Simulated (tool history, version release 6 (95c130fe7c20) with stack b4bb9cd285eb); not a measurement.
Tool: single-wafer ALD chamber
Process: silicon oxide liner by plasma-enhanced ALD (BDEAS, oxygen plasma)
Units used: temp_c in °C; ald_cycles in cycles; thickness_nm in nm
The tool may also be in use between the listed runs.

Run 1, hour 0: temp_c 325 °C, ald_cycles 41 cycles. Result: thickness_nm 3.5868 nm.
Run 2, hour 3.9: temp_c 325 °C, ald_cycles 46 cycles. Result: thickness_nm 4.0328 nm.
Run 3, hour 10: temp_c 325 °C, ald_cycles 44 cycles. Result: thickness_nm 3.8772 nm.
Run 4, hour 11: temp_c 325 °C, ald_cycles 43 cycles. Result: thickness_nm 3.7777 nm.
Run 5, hour 16.9: temp_c 325 °C, ald_cycles 47 cycles. Result: thickness_nm 4.1309 nm.
Run 6, hour 21.7: temp_c 325 °C, ald_cycles 50 cycles. Result: thickness_nm 4.3751 nm.
Run 7, hour 26.3: temp_c 326 °C, ald_cycles 48 cycles. Result: thickness_nm 4.2163 nm.
Run 8, hour 34.3: temp_c 326 °C, ald_cycles 46 cycles. Result: thickness_nm 4.0327 nm.

Run 9 has not been measured yet. What should we expect?
Run 9, hour 39.2: temp_c 326 °C, ald_cycles 44 cycles. Result: thickness_nm ?.

{"run 9": {"thickness_nm": 3.8601}}
